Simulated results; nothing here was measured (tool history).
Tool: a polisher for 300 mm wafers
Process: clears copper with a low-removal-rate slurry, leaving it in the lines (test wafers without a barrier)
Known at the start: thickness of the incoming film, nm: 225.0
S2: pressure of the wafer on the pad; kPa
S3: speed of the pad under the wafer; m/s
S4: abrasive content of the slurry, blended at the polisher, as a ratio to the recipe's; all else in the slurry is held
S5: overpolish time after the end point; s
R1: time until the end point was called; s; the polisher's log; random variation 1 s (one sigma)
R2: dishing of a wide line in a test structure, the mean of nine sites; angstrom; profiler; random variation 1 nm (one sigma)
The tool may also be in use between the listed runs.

Run 1, hour 0.0: flow of slurry (ml/min) 190, S2 15.2 kPa, S3 1.16 m/s, S4 1.00, S5 14 s. Result: R1 74.309 s, R2 330.52 angstrom.
Run 2, hour 5.0: flow of slurry (ml/min) 190, S2 15.2 kPa, S3 1.16 m/s, S4 1.15, S5 14 s. Result: R1 74.103 s, R2 332.27 angstrom.
Run 3, hour 8.1: flow of slurry (ml/min) 190, S2 15.2 kPa, S3 1.16 m/s, S4 1.05, S5 14 s. Result: R1 74.119 s, R2 321.93 angstrom.
Run 4, hour 8.9: flow of slurry (ml/min) 190, S2 14.5 kPa, S3 1.16 m/s, S4 1.05, S5 16 s. Result: R1 77.587 s, R2 351.22 angstrom.
Run 5, hour 11.2: flow of slurry (ml/min) 190, S2 17.2 kPa, S3 1.16 m/s, S4 1.05, S5 16 s. Result: R1 65.385 s, R2 407.51 angstrom.
Run 6, hour 17.7: flow of slurry (ml/min) 190, S2 15.9 kPa, S3 1.16 m/s, S4 1.05, S5 18 s. Result: R1 71.202 s, R2 428.60 angstrom.

Run 7 comes next. What will it give?
Run 7, hour 23.7: flow of slurry (ml/min) 190, S2 14.5 kPa, S3 1.16 m/s, S4 1.05, S5 19 s. Result: R1 ?, R2 ?.

{"run 7": {"R1": 76.358, "R2": 414.69}}

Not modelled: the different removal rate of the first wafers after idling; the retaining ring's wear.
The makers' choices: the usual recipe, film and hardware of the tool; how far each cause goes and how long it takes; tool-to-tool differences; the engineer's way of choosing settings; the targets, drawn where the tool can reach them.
